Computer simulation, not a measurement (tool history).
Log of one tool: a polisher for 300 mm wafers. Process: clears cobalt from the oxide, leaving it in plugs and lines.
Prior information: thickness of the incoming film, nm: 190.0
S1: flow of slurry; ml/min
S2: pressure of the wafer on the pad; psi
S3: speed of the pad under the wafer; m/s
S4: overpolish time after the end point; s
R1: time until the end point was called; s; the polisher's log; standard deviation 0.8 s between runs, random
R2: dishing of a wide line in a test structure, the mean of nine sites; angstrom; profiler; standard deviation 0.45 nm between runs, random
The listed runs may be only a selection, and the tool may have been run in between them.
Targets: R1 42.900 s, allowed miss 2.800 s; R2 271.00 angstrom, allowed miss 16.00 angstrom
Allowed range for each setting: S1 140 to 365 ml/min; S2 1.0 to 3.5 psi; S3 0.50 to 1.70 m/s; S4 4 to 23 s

run	hour	S1	S2	S3	S4	R1	R2
1	0.0	235	2.2	1.10	12	36.462	362.67
2	3.0	235	2.2	1.10	11	36.326	337.17
3	8.7	235	1.8	1.10	11	44.710	305.70
4	14.3	185	1.8	1.10	11	44.484	298.99
5	17.0	185	1.8	1.10	6	45.039	186.36
6	21.8	185	1.4	1.10	6	57.804	157.20
7	23.9	185	1.5	1.10	7	52.824	191.00
8	31.2	185	1.5	1.10	7	54.610	190.31
9	34.5	185	1.7	1.12	9	47.835	253.03

Pick the move, out of 5, that brings all results within their allowed miss; only one does.
A	37.8	215	1.6	1.10	13	?	?
B	37.8	145	1.7	1.28	7	?	?
C	37.8	160	1.9	1.10	11	?	?
D	37.8	175	1.8	1.02	13	?	?
E	37.8	180	1.8	1.18	9	?	?

move	R1	R2
A	48.629	318.73
B	41.384	230.29
C	42.568	311.47
D	47.754	322.40
E	41.330	277.24
A: moves away from the targets compared with the last run
B: meets the target for the result that was furthest off, but another lies outside its allowed miss
C: meets the target for the result that was furthest off, but another lies outside its allowed miss
D: moves away from the targets compared with the last run
E: every result within its allowed miss
So the answer is move E, the one that meets all the targets.
